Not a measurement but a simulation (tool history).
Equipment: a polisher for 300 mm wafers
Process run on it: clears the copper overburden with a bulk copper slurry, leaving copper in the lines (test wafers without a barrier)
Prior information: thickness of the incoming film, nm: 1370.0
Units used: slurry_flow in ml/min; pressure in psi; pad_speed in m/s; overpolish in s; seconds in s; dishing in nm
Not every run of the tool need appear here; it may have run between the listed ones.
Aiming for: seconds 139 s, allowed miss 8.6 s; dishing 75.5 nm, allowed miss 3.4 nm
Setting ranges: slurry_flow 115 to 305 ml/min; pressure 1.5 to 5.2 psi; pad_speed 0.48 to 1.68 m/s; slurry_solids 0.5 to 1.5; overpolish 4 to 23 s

Run 1, day 0: slurry_flow 195 ml/min, pressure 3.3 psi, pad_speed 1.08 m/s, slurry_solids 1, overpolish 12 s. Result: seconds 103.9 s, dishing 75.594 nm.
Run 2, day 0.212: slurry_flow 175 ml/min, pressure 3.3 psi, pad_speed 1.08 m/s, slurry_solids 1, overpolish 12 s. Result: seconds 108.22 s, dishing 74.055 nm.
Run 3, day 0.425: slurry_flow 175 ml/min, pressure 3.3 psi, pad_speed 1.08 m/s, slurry_solids 1.2, overpolish 12 s. Result: seconds 105.66 s, dishing 76.053 nm.
Run 4, day 0.496: slurry_flow 175 ml/min, pressure 3.3 psi, pad_speed 1.08 m/s, slurry_solids 1.2, overpolish 8 s. Result: seconds 106.8 s, dishing 58.84 nm.
Run 5, day 0.629: slurry_flow 175 ml/min, pressure 3.3 psi, pad_speed 1.08 m/s, slurry_solids 1.2, overpolish 4 s. Result: seconds 103.02 s, dishing 34.63 nm.
Run 6, day 0.796: slurry_flow 210 ml/min, pressure 3.3 psi, pad_speed 1.08 m/s, slurry_solids 1.2, overpolish 4 s. Result: seconds 104.69 s, dishing 35.801 nm.
At day 0.879: slurry blender recalibrated.
Run 7, day 0.879: slurry_flow 210 ml/min, pressure 3.2 psi, pad_speed 1.06 m/s, slurry_solids 1.2, overpolish 6 s. Result: seconds 103.76 s, dishing 48.869 nm.
Run 8, day 0.958: slurry_flow 215 ml/min, pressure 2.2 psi, pad_speed 1.02 m/s, slurry_solids 1.2, overpolish 12 s. Result: seconds 155.93 s, dishing 57.436 nm.
Run 9, day 1.325: slurry_flow 215 ml/min, pressure 2.3 psi, pad_speed 1.02 m/s, slurry_solids 1.2, overpolish 12 s. Result: seconds 147.99 s, dishing 58.999 nm.
Run 10, day 1.404: slurry_flow 215 ml/min, pressure 2.4 psi, pad_speed 1.02 m/s, slurry_solids 1.2, overpolish 12 s. Result: seconds 140.69 s, dishing 60.445 nm.
Run 11, day 1.675: slurry_flow 210 ml/min, pressure 2.4 psi, pad_speed 1.02 m/s, slurry_solids 1.2, overpolish 12 s. Result: seconds 141.06 s, dishing 61.544 nm.
Run 12, day 1.75: slurry_flow 205 ml/min, pressure 2.5 psi, pad_speed 1 m/s, slurry_solids 1.2, overpolish 13 s. Result: seconds 140.96 s, dishing 64.845 nm.
Run 13, day 1.983: slurry_flow 200 ml/min, pressure 2.5 psi, pad_speed 1 m/s, slurry_solids 1.2, overpolish 13 s. Result: seconds 142.29 s, dishing 66.673 nm.
Run 14, day 2.067: slurry_flow 195 ml/min, pressure 2.6 psi, pad_speed 1 m/s, slurry_solids 1.2, overpolish 14 s. Result: seconds 137.57 s, dishing 69.918 nm.
Run 15, day 2.271: slurry_flow 190 ml/min, pressure 2.6 psi, pad_speed 1 m/s, slurry_solids 1.2, overpolish 14 s. Result: seconds 136.78 s, dishing 71.341 nm.

Pick the move, out of 4, that brings all results within their allowed miss; only one does.
Run A, day 2.475: slurry_flow 175 ml/min, pressure 3 psi, pad_speed 0.98 m/s, slurry_solids 1.1, overpolish 12 s. Result: seconds ?, dishing ?.
Run B, day 2.475: slurry_flow 185 ml/min, pressure 2.4 psi, pad_speed 1.08 m/s, slurry_solids 1.15, overpolish 13 s. Result: seconds ?, dishing ?.
Run C, day 2.475: slurry_flow 280 ml/min, pressure 1.9 psi, pad_speed 1.42 m/s, slurry_solids 1.4, overpolish 13 s. Result: seconds ?, dishing ?.
Run D, day 2.475: slurry_flow 185 ml/min, pressure 2.5 psi, pad_speed 1 m/s, slurry_solids 1.2, overpolish 17 s. Result: seconds ?, dishing ?.

move  seconds  dishing
   A   124.06   67.024
   B   137.73   64.511
   C   120.99   67.316
   D   141.44   74.133
A: further off than the last run
B: further off than the last run
C: further off than the last run
D: all results in spec
Move D is the one to make.
